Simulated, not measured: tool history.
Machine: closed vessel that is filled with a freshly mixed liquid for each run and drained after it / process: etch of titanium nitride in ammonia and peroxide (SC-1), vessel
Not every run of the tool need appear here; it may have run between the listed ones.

| run | hour | temperature setpoint of the liquid (C) | parts of water to one part of 30 % peroxide (parts by volume) | parts of 29 % ammonia solution to one part of 30 % peroxide (parts by volume) | time in the liquid (s) | thickness taken off the titanium nitride on a monitor wafer (Å) |
|---|---|---|---|---|---|---|
| 1 | 0.0 | 46.0 | 8.0 | 0.80 | 235 | 224.21 |
| 2 | 5.4 | 50.0 | 8.0 | 0.80 | 235 | 296.66 |
| 3 | 8.8 | 50.0 | 8.0 | 1.10 | 235 | 310.27 |
| 4 | 13.2 | 50.0 | 8.0 | 0.95 | 235 | 305.67 |
| 5 | 15.5 | 50.0 | 8.0 | 0.95 | 250 | 323.50 |
| 6 | 18.2 | 47.5 | 8.0 | 0.95 | 250 | 273.89 |
| 7 | 27.3 | 50.5 | 8.0 | 0.95 | 250 | 337.15 |
| 8 | 33.2 | 53.0 | 8.0 | 0.95 | 250 | 397.04 |

Run 9 comes next. What will it give?
| 9 | 37.0 | 54.5 | 8.0 | 0.95 | 250 | ? |

thickness taken off the titanium nitride on a monitor wafer (Å): 438.42
